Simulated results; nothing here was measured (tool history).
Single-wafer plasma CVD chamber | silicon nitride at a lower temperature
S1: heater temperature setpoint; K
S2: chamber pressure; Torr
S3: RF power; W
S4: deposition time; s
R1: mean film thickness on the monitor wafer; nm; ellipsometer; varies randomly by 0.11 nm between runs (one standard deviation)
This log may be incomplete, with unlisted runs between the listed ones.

run 1 hour=0 | S1=633.15 S2=1.87 S3=335 S4=24.6 | R1=32.34
run 2 hour=2.2 | S1=633.15 S2=1.54 S3=335 S4=24.6 | R1=30.495
run 3 hour=9.3 | S1=633.15 S2=1.22 S3=335 S4=24.6 | R1=28.178
run 4 hour=17.5 | S1=633.15 S2=1.19 S3=315 S4=24.5 | R1=26.921
run 5 hour=19.4 | S1=633.15 S2=1.31 S3=315 S4=24.5 | R1=27.66
run 6 hour=21.9 | S1=633.15 S2=1.31 S3=315 S4=24.6 | R1=27.796
run 7 hour=28.9 | S1=633.15 S2=1.26 S3=300 S4=24.5 | R1=26.333
run 8 hour=32.2 | S1=633.15 S2=1.22 S3=290 S4=24.5 | R1=25.485
run 9 hour=36.4 | S1=633.15 S2=1.19 S3=285 S4=24.5 | R1=25.237
-- hour=42 capacitance manometer re-zeroed and calibrated
run 10 hour=42 | S1=633.15 S2=1.17 S3=280 S4=24.5 | R1=25.211

For run 11, what comes out?
run 11 hour=46.7 | S1=633.15 S2=1.16 S3=275 S4=24.5 | R1=?

{"run 11": {"R1": 24.677}}

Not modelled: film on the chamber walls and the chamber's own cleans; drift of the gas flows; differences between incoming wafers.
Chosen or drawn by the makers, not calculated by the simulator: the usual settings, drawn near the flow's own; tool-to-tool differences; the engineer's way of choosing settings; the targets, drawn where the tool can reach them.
